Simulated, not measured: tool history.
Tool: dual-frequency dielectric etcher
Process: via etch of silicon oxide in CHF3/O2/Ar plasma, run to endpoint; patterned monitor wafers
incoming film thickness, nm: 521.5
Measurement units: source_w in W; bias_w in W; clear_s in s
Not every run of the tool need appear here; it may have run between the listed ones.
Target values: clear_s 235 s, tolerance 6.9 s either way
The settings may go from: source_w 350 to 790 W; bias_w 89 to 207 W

| run | hour | source_w | bias_w | clear_s |
|---|---|---|---|---|
| 1 | 0 | 570 | 148 | 287.72 |
| 2 | 8.2 | 600 | 153 | 274.29 |
| 3 | 16.7 | 600 | 135 | 289.16 |
| 4 | 17.4 | 600 | 116 | 301.5 |
| 5 | 24.3 | 600 | 103 | 315.57 |
| 6 | 26.5 | 700 | 103 | 292.63 |
| 7 | 28.4 | 710 | 113 | 283.32 |
| 8 | 31.3 | 720 | 121 | 274.23 |
| 9 | 36 | 730 | 127 | 272.75 |
| 10 | 38.8 | 740 | 135 | 261.27 |
| 11 | 42.3 | 750 | 139 | 253.28 |
| 12 | 45.7 | 760 | 141 | 253.31 |
| 13 | 49.4 | 760 | 144 | 250.28 |
| 14 | 52.8 | 760 | 146 | 254.81 |
| 15 | 57.4 | 760 | 151 | 252.51 |
| 16 | 61.4 | 760 | 155 | 246.34 |
| 17 | 66.9 | 760 | 157 | 246.67 |
| 18 | 71.6 | 760 | 159 | 242.57 |
| 19 | 80.1 | 760 | 160 | 242.76 |
| 20 | 83.9 | 760 | 161 | 245.16 |
| 21 | 87 | 760 | 163 | 245.12 |

Which single option among these 5 for the next run brings every result within its allowed miss of target? Just one does.
| A | 90.1 | 700 | 145 | ? |
| B | 90.1 | 700 | 150 | ? |
| C | 90.1 | 680 | 151 | ? |
| D | 90.1 | 790 | 166 | ? |
| E | 90.1 | 680 | 145 | ? |

| move | clear_s |
|---|---|
| A | 261.22 |
| B | 258.34 |
| C | 261.25 |
| D | 236.49 |
| E | 264.75 |
A: moves away from the targets compared with the last run
B: moves away from the targets compared with the last run
C: moves away from the targets compared with the last run
D: every result lands within tolerance
E: moves away from the targets compared with the last run
So the answer is move D, the one that meets all the targets.
